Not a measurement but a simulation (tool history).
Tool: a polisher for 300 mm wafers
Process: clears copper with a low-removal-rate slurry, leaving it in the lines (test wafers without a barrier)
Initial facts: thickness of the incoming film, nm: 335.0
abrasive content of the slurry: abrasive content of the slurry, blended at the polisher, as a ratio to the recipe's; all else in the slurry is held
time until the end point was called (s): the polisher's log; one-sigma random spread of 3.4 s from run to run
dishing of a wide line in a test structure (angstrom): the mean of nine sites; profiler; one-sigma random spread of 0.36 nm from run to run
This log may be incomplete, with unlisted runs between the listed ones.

| run | hour | flow of slurry (ml/min) | pressure of the wafer on the pad (kPa) | speed of the pad under the wafer (m/s) | abrasive content of the slurry | overpolish time after the end point (s) | time until the end point was called (s) | dishing of a wide line in a test structure (angstrom) |
|---|---|---|---|---|---|---|---|---|
| 1 | 0 | 170 | 27.6 | 0.88 | 1 | 15 | 133.22 | 278.06 |
| 2 | 7.3 | 170 | 24.8 | 0.88 | 1 | 15 | 145.13 | 249.28 |
| 3 | 13.2 | 170 | 24.8 | 0.88 | 1 | 19 | 144.22 | 313.3 |
| 4 | 14.3 | 170 | 22.8 | 0.86 | 1 | 18 | 160.03 | 275.9 |
| 5 | 17.1 | 170 | 21.4 | 0.86 | 1 | 17 | 165.71 | 256.94 |
| 6 | 18.1 | 200 | 21.4 | 0.86 | 1 | 17 | 161.2 | 269.9 |
| 7 | 21.6 | 195 | 20 | 0.86 | 1 | 16 | 169.46 | 241.36 |

What will run 8 give?
| 8 | 24.5 | 195 | 20 | 0.86 | 1 | 16 | ? | ? |

time until the end point was called (s): 168.14
dishing of a wide line in a test structure (angstrom): 235.94
